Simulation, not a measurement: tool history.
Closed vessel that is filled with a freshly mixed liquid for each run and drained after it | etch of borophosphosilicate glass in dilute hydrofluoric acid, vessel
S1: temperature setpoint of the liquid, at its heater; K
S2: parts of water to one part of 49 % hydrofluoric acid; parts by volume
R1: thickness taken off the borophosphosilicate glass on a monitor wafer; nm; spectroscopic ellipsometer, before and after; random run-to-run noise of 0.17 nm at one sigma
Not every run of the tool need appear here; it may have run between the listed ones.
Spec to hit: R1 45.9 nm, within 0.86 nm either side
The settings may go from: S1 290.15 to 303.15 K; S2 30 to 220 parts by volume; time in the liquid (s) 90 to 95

Run 1, day 0: S1 295.15 K, S2 125 parts by volume, time in the liquid (s) 90. Result: R1 34.142 nm.
Run 2, day 0.3: S1 297.65 K, S2 125 parts by volume, time in the liquid (s) 90. Result: R1 37.528 nm.
Run 3, day 0.571: S1 299.15 K, S2 125 parts by volume, time in the liquid (s) 90. Result: R1 39.845 nm.
Run 4, day 0.908: S1 299.15 K, S2 125 parts by volume, time in the liquid (s) 90. Result: R1 40.171 nm.
At day 1.146: hydrofluoric acid flow meter replaced.
Run 5, day 1.146: S1 299.15 K, S2 90 parts by volume, time in the liquid (s) 90. Result: R1 51.606 nm.
Run 6, day 1.275: S1 299.15 K, S2 90 parts by volume, time in the liquid (s) 90. Result: R1 51.683 nm.
Run 7, day 1.479: S1 298.15 K, S2 90 parts by volume, time in the liquid (s) 90. Result: R1 49.641 nm.
Run 8, day 1.825: S1 297.65 K, S2 90 parts by volume, time in the liquid (s) 90. Result: R1 48.768 nm.
Run 9, day 1.975: S1 297.15 K, S2 90 parts by volume, time in the liquid (s) 90. Result: R1 47.844 nm.

Below are 5 possible settings for the next run. Only one of them brings all results inside the allowed miss of their targets. Which is it?
Run A, day 2.125: S1 299.65 K, S2 100 parts by volume, time in the liquid (s) 95. Result: R1 ?.
Run B, day 2.125: S1 293.15 K, S2 80 parts by volume, time in the liquid (s) 90. Result: R1 ?.
Run C, day 2.125: S1 296.65 K, S2 85 parts by volume, time in the liquid (s) 90. Result: R1 ?.
Run D, day 2.125: S1 295.65 K, S2 85 parts by volume, time in the liquid (s) 90. Result: R1 ?.
Run E, day 2.125: S1 299.65 K, S2 95 parts by volume, time in the liquid (s) 95. Result: R1 ?.

move      R1
   A  49.102
   B  45.896
   C  49.551
   D  47.589
   E  52.026
A: its largest miss is bigger than the last run's
B: all results in spec
C: its largest miss is bigger than the last run's
D: gains on the last run, yet a result remains outside its allowed miss
E: its largest miss is bigger than the last run's
Go with B: it meets all targets.

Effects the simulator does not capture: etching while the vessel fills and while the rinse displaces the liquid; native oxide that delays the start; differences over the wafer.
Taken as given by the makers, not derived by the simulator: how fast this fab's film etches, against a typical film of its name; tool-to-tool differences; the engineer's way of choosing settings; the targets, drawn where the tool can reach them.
